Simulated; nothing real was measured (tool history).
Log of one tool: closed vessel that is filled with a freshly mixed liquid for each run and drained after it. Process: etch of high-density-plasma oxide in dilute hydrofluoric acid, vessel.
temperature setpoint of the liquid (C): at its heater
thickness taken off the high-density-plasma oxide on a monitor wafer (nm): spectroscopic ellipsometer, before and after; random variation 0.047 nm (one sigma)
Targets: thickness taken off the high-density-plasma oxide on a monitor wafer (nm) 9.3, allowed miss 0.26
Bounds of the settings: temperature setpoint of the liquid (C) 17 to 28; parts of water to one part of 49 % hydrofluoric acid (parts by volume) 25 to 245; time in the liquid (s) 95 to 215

run,hour,temperature setpoint of the liquid (C),parts of water to one part of 49 % hydrofluoric acid (parts by volume),time in the liquid (s),thickness taken off the high-density-plasma oxide on a monitor wafer (nm)
1,0,20,135,215,11.602
2,8.1,20,135,215,11.598
3,15.7,20,135,215,11.704
4,22.2,20,135,95,5.173
5,28.6,21.5,135,95,5.4308
6,34.1,21,135,95,5.3896
7,38.7,20.5,135,95,5.2626
8,41.3,20,130,95,5.3417
9,45.8,20,145,100,5.0279
10,53.6,19.5,140,100,5.0884
11,57.9,20.5,140,100,5.2769

4 next moves are on the table. One of them brings every result within its allowed miss. Which?
A,62.2,19,145,195,?
B,62.2,17.5,95,135,?
C,62.2,17.5,120,180,?
D,62.2,21,105,135,?

move,thickness taken off the high-density-plasma oxide on a monitor wafer (nm)
A,9.337
B,9.77
C,10.048
D,10.105
A: meets every target
B: takes the result that was furthest off past its target
C: takes the result that was furthest off past its target
D: takes the result that was furthest off past its target
The right move is A.
